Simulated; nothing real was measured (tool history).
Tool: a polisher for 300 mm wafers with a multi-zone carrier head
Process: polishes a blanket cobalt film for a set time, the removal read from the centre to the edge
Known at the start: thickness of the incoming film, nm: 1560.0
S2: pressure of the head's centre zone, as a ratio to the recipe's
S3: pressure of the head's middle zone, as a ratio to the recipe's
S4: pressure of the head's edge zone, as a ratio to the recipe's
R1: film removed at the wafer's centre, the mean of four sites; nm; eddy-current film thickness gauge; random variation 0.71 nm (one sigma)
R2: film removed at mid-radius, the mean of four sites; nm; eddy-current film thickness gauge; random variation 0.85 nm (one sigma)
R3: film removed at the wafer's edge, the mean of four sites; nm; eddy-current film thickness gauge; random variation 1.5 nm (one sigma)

Run 1, hour 0: flow of slurry (ml/min) 305, S2 1, S3 1, S4 1, polishing time (s) 62. Result: R1 130.56 nm, R2 132.12 nm, R3 135.86 nm.
Run 2, hour 5.3: flow of slurry (ml/min) 270, S2 1, S3 1, S4 1, polishing time (s) 62. Result: R1 128.34 nm, R2 131.04 nm, R3 133.97 nm.
Run 3, hour 11.9: flow of slurry (ml/min) 270, S2 1, S3 1, S4 1.05, polishing time (s) 62. Result: R1 127.23 nm, R2 130.07 nm, R3 136.75 nm.
Run 4, hour 14.2: flow of slurry (ml/min) 270, S2 1, S3 1, S4 1.05, polishing time (s) 74. Result: R1 154.44 nm, R2 155.27 nm, R3 161.93 nm.
Run 5, hour 18.6: flow of slurry (ml/min) 270, S2 1, S3 1, S4 1.05, polishing time (s) 69. Result: R1 141.42 nm, R2 144.94 nm, R3 154.34 nm.
Run 6, hour 23.1: flow of slurry (ml/min) 270, S2 1, S3 1, S4 1.05, polishing time (s) 77. Result: R1 158.13 nm, R2 161.01 nm, R3 173.17 nm.
At hour 25.7: edge zone pressure recalibrated.
Run 7, hour 25.7: flow of slurry (ml/min) 270, S2 0.99, S3 0.97, S4 1.01, polishing time (s) 68. Result: R1 139.19 nm, R2 140.74 nm, R3 149.67 nm.

Forecast run 8:
Run 8, hour 32: flow of slurry (ml/min) 280, S2 1, S3 0.96, S4 0.99, polishing time (s) 61. Result: R1 ?, R2 ?, R3 ?.

Run 8 gave R1 126.59 nm, R2 124.29 nm, R3 130.02 nm.
